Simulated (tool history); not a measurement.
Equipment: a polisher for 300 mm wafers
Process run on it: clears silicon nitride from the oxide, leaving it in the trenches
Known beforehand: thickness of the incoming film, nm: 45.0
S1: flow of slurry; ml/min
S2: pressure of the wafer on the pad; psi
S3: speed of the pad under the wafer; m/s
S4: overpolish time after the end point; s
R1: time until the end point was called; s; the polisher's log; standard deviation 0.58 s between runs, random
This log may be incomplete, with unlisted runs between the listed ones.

run	hour	S1	S2	S3	S4	R1
1	0	250	2.2	0.78	6	80.6
2	2.6	255	2.3	0.78	6	77.163
3	8.6	255	2.3	0.68	6	87.344
4	11	255	2.3	0.6	6	98.527
5	12.3	255	2.3	0.6	6	99.001
6	17.1	315	2.3	0.6	6	97.58
7	23.8	315	2.5	0.6	6	89.752
8	26.9	315	2.7	0.6	6	83.436

For run 9, what comes out?
9	28.1	315	2.8	0.6	6	?

Logged for run 9: R1 80.615 s.
